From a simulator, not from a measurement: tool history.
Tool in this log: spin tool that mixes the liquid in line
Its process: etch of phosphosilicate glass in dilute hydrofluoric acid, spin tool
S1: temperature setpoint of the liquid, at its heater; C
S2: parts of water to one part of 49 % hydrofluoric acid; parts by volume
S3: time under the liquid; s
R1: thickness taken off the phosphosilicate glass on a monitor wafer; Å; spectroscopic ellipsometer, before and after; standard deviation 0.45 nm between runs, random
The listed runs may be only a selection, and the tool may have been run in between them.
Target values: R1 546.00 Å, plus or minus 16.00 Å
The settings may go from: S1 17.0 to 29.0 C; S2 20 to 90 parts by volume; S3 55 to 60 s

run 1 hour=0.0 | S1=21.0 S2=50 S3=55 | R1=872.33
run 2 hour=6.0 | S1=21.0 S2=50 S3=60 | R1=971.04
run 3 hour=11.3 | S1=21.0 S2=45 S3=60 | R1=1097.40
run 4 hour=14.5 | S1=20.0 S2=50 S3=60 | R1=929.44
run 5 hour=20.7 | S1=19.5 S2=55 S3=60 | R1=819.31
run 6 hour=21.3 | S1=19.0 S2=60 S3=60 | R1=728.56
run 7 hour=24.1 | S1=18.5 S2=60 S3=60 | R1=727.86
run 8 hour=30.7 | S1=18.0 S2=65 S3=60 | R1=644.05
run 9 hour=33.9 | S1=17.5 S2=70 S3=60 | R1=584.41

Consider the 4 candidate settings below. Which is the only one whose results all fall within their allowed miss of target?
run A hour=37.1 | S1=19.0 S2=75 S3=60 | R1=?
run B hour=37.1 | S1=17.0 S2=70 S3=55 | R1=?
run C hour=37.1 | S1=19.5 S2=75 S3=60 | R1=?
run D hour=37.1 | S1=19.5 S2=75 S3=55 | R1=?

move=A R1=573.83
move=B R1=520.51
move=C R1=586.02
move=D R1=537.18
A: closer than the last run, but not yet in spec
B: takes the result that was furthest off past its target
C: roughly where the last run was
D: meets every target
D meets every target.
